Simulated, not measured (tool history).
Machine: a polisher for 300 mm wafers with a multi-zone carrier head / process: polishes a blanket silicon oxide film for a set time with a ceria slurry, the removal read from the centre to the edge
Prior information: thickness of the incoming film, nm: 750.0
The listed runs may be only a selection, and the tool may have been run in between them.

| run | hour | flow of slurry (ml/min) | pressure of the head's centre zone | pressure of the head's middle zone | pressure of the head's edge zone | polishing time (s) | film removed at the wafer's centre (Å) | film removed at mid-radius (Å) | film removed at the wafer's edge (Å) |
|---|---|---|---|---|---|---|---|---|---|
| 1 | 0 | 255 | 1 | 1 | 1 | 35 | 1659.4 | 1645.3 | 1639.9 |
| 2 | 7.3 | 255 | 1 | 0.97 | 0.97 | 33 | 1565.4 | 1521.9 | 1538.4 |
| 3 | 16 | 255 | 0.93 | 0.97 | 0.97 | 33 | 1453 | 1513.3 | 1538.8 |
| 4 | 19.1 | 255 | 0.95 | 0.94 | 0.94 | 31 | 1393.9 | 1385.5 | 1458.9 |
| 5 | 26.8 | 255 | 0.98 | 0.93 | 0.92 | 29 | 1324.6 | 1314.7 | 1338 |
| 6 | 32 | 255 | 0.94 | 0.93 | 0.92 | 29 | 1284.3 | 1306.6 | 1341 |

Expected results for the next run?
|  | 34.3 | slurry nozzle cleaned |
| 7 | 34.3 | 250 | 0.97 | 0.91 | 0.9 | 28 | ? | ? | ? |

{"run 7": {"film removed at the wafer's centre (Å)": 1309.6, "film removed at mid-radius (Å)": 1262.6, "film removed at the wafer's edge (Å)": 1275.1}}
